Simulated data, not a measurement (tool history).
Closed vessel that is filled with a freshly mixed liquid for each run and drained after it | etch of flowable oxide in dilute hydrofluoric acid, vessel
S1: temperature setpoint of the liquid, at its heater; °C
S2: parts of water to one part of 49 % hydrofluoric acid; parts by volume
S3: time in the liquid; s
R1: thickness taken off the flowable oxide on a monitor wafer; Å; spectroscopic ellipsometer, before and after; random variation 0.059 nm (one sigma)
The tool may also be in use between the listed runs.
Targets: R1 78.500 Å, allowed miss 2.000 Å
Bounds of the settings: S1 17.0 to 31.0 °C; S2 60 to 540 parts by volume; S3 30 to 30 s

{"run": 1, "day": 0.0, "S1": 23.0, "S2": 300, "S3": 30, "R1": 54.637}
{"run": 2, "day": 0.088, "S1": 19.5, "S2": 300, "S3": 30, "R1": 47.777}
{"run": 3, "day": 0.183, "S1": 22.0, "S2": 295, "S3": 30, "R1": 53.836}
{"run": 4, "day": 0.396, "S1": 19.5, "S2": 295, "S3": 30, "R1": 49.573}
{"run": 5, "day": 0.483, "S1": 19.5, "S2": 245, "S3": 30, "R1": 61.434}
{"run": 6, "day": 0.692, "S1": 21.0, "S2": 245, "S3": 30, "R1": 65.946}
{"run": 7, "day": 0.783, "S1": 22.0, "S2": 245, "S3": 30, "R1": 68.288}
{"run": 8, "day": 1.125, "S1": 23.0, "S2": 245, "S3": 30, "R1": 69.556}
{"run": 9, "day": 1.254, "S1": 23.5, "S2": 245, "S3": 30, "R1": 71.77}
{"run": 10, "day": 1.312, "S1": 24.0, "S2": 245, "S3": 30, "R1": 73.475}

Which of these 5 next moves meets every target?
{"run": "A", "day": 1.371, "S1": 25.0, "S2": 230, "S3": 30, "R1": "?"}
{"run": "B", "day": 1.371, "S1": 23.5, "S2": 230, "S3": 30, "R1": "?"}
{"run": "C", "day": 1.371, "S1": 24.0, "S2": 260, "S3": 30, "R1": "?"}
{"run": "D", "day": 1.371, "S1": 31.0, "S2": 305, "S3": 30, "R1": "?"}
{"run": "E", "day": 1.371, "S1": 24.5, "S2": 265, "S3": 30, "R1": "?"}

move=A R1=81.529
move=B R1=77.226
move=C R1=67.461
move=D R1=69.366
move=E R1=67.031
A: takes the result that was furthest off past its target
B: meets every target
C: further off than the last run
D: further off than the last run
E: further off than the last run
The right move is B.
